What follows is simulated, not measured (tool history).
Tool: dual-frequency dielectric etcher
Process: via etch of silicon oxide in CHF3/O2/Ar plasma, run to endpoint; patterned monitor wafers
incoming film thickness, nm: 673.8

| run | hour | source power (W) | bias power (W) | endpoint time (s) |
|---|---|---|---|---|
| 1 | 0 | 780 | 223 | 267.15 |
| 2 | 8.1 | 780 | 259 | 249.32 |
| 3 | 13.4 | 780 | 224 | 266.65 |
| 4 | 17.7 | 700 | 224 | 279.41 |
| 5 | 23.8 | 630 | 224 | 296.54 |
| 6 | 29.8 | 710 | 227 | 276.54 |

Run 7 comes next. What will it give?
| 7 | 34.1 | 770 | 230 | ? |

{"run 7": {"endpoint time (s)": 264.31}}

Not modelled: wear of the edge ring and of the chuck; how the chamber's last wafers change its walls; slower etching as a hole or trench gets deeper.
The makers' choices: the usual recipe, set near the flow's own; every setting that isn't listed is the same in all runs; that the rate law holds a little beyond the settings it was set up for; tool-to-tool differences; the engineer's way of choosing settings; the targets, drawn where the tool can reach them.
